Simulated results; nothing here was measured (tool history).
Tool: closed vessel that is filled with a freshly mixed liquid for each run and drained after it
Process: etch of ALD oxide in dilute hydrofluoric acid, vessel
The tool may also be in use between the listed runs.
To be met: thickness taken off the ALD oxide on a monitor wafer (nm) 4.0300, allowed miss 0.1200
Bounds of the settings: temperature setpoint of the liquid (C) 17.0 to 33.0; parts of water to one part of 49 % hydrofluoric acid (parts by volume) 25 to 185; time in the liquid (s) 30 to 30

run,hour,temperature setpoint of the liquid (C),parts of water to one part of 49 % hydrofluoric acid (parts by volume),time in the liquid (s),thickness taken off the ALD oxide on a monitor wafer (nm)
1,0.0,25.0,105,30,7.3347
2,5.9,22.5,115,30,5.9548
3,11.2,21.0,120,30,5.3859
4,16.8,20.0,125,30,4.9327
5,18.6,19.0,130,30,4.5251
6,23.1,22.5,130,30,5.2222
7,27.8,18.5,135,30,4.2717
8,36.2,18.0,135,30,4.1801
# hour 42.0: thermometer replaced
9,42.0,17.5,135,30,3.8151
10,43.7,18.0,135,30,3.8249

Which of these 5 next moves meets every target?
A,45.4,18.0,140,30,?
B,45.4,17.0,135,30,?
C,45.4,21.5,160,30,?
D,45.4,22.0,160,30,?
E,45.4,17.0,125,30,?

move,thickness taken off the ALD oxide on a monitor wafer (nm)
A,3.6668
B,3.6678
C,3.6136
D,3.6845
E,4.0008
A: further off than the last run
B: further off than the last run
C: further off than the last run
D: further off than the last run
E: meets every target
Answer: E
